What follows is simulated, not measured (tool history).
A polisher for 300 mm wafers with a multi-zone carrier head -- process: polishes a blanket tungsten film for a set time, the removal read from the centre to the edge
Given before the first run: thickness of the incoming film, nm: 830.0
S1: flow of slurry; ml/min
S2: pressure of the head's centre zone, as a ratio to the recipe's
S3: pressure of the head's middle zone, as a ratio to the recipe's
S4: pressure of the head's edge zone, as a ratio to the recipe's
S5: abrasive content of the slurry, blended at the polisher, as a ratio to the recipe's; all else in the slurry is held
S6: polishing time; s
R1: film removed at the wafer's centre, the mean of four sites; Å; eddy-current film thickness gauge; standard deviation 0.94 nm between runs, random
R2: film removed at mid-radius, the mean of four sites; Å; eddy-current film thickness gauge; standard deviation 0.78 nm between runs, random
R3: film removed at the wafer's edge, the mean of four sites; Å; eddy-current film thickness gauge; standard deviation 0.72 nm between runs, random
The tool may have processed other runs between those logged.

run  hour   S1    S2    S3    S4    S5  S6      R1      R2      R3
  1   0.0  150  1.00  1.00  1.00  1.00  34  1440.3  1477.7  1484.5
  2   1.6  145  1.01  0.97  0.97  0.90  31  1311.5  1266.0  1286.0
  3   4.4  140  1.00  0.94  0.95  0.80  29  1207.2  1121.1  1172.9
  4  11.0  140  1.00  0.94  0.95  0.95  29  1234.1  1163.5  1214.0
  5  13.4  140  1.00  0.94  0.95  0.80  29  1198.9  1136.5  1161.9
  6  20.7  140  1.00  0.94  0.95  0.80  33  1334.0  1274.1  1328.1
  7  26.4  135  1.00  0.92  0.94  0.75  31  1262.6  1148.8  1225.5
  8  33.5  135  1.00  0.91  0.93  0.70  29  1173.5  1068.2  1119.8

Run 9 has not been measured yet. What should we expect?
  9  40.0  130  1.00  0.89  0.92  0.65  28   ?   ?   ?

{"run 9": {"R1": 1089.0, "R2": 1005.8, "R3": 1052.4}}
